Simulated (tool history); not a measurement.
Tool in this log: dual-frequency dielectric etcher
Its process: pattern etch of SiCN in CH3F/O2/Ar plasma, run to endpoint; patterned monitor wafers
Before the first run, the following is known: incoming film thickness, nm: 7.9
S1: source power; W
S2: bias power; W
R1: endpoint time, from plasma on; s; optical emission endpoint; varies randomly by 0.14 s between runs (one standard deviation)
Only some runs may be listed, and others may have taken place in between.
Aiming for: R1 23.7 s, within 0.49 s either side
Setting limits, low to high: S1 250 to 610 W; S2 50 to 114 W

run	day	S1	S2	R1
1	0	430	82	21.711
2	0.033	430	76	22.35
3	0.15	410	75	22.687
4	0.388	400	74	23.064
5	0.483	450	74	21.978
6	0.554	450	82	21.252
7	0.588	420	81	21.943
8	0.733	400	80	22.311
9	0.971	380	79	22.71
10	1.296	330	77	24.286

Exercise: of the 5 proposed moves below, exactly one satisfies all targets within the stated allowed misses. Which move is it?
A	1.621	370	84	?
B	1.621	300	71	?
C	1.621	350	77	?
D	1.621	330	71	?
E	1.621	360	66	?

move	R1
A	22.392
B	25.517
C	23.529
D	24.69
E	24.545
A: carries the result that was furthest off beyond its target, to the other side
B: the biggest miss grows against the last run
C: every result lands within tolerance
D: the biggest miss grows against the last run
E: the biggest miss grows against the last run
So the answer is move C, the one that meets all the targets.
